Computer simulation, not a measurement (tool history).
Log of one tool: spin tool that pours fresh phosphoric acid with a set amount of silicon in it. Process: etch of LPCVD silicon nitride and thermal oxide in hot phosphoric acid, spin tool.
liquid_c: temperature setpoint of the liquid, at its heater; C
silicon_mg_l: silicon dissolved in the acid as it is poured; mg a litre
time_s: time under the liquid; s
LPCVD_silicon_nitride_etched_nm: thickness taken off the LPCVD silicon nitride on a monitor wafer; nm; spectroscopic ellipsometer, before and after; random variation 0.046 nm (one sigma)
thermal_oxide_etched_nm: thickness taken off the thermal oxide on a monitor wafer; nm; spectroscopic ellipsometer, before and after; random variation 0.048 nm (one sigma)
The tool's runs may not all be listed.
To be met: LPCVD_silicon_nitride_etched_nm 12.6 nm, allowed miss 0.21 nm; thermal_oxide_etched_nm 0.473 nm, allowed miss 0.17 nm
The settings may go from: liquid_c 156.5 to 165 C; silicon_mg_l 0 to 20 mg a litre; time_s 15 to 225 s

run  hour  liquid_c  silicon_mg_l  time_s  LPCVD_silicon_nitride_etched_nm  thermal_oxide_etched_nm
  1     0       160             9     115                           7.8232                  0.24452
  2     3     161.5             9     125                           8.9732                  0.34996
  3  11.5       162          11.5     135                           9.7508                   0.3745
  4  12.2       162          11.5      90                           6.5215                  0.23964
  5  15.3       162          11.5      45                            3.261                  0.13078
  6  19.5     162.5            13      75                           5.5229                  0.25823
  7  20.3       162            15      90                            6.493                  0.24137
  8  21.8     164.5            17     145                            11.42                  0.46955

4 next moves are on the table. One of them brings every result within its allowed miss. Which?
  A  23.3     163.5          15.5     165                                ?                        ?
  B  23.3       165          17.5     150                                ?                        ?
  C  23.3       165          16.5     150                                ?                        ?
  D  23.3       165            17     125                                ?                        ?

move  LPCVD_silicon_nitride_etched_nm  thermal_oxide_etched_nm
   A                           12.647                  0.59416
   B                           12.079                  0.57185
   C                           12.079                   0.5871
   D                           10.066                   0.4829
A: meets every target
B: nearer than the last run, and not there yet
C: nearer than the last run, and not there yet
D: further off than the last run
The right move is A.
